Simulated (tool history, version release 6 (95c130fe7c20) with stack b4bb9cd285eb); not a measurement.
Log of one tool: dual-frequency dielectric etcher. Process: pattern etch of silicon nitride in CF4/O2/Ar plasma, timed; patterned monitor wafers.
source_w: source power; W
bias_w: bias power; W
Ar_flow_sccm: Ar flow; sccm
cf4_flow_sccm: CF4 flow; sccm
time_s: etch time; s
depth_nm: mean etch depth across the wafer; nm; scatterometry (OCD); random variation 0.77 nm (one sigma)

| run | hour | source_w | bias_w | Ar_flow_sccm | cf4_flow_sccm | time_s | depth_nm |
|---|---|---|---|---|---|---|---|
| 1 | 0.0 | 410 | 35 | 94 | 78 | 65.5 | 84.166 |
| 2 | 2.0 | 360 | 35 | 94 | 78 | 65.5 | 75.323 |
| 3 | 7.5 | 360 | 35 | 82 | 78 | 65.5 | 75.823 |
| 4 | 10.2 | 400 | 35 | 82 | 78 | 65.5 | 83.683 |
| 5 | 14.4 | 430 | 35 | 82 | 78 | 65.5 | 87.820 |
| 6 | 16.5 | 430 | 35 | 97 | 78 | 65.5 | 86.510 |

The next listed run, before its measurement:
| 7 | 21.4 | 460 | 35 | 97 | 78 | 65.5 | ? |

{"run 7": {"depth_nm": 91.707}}

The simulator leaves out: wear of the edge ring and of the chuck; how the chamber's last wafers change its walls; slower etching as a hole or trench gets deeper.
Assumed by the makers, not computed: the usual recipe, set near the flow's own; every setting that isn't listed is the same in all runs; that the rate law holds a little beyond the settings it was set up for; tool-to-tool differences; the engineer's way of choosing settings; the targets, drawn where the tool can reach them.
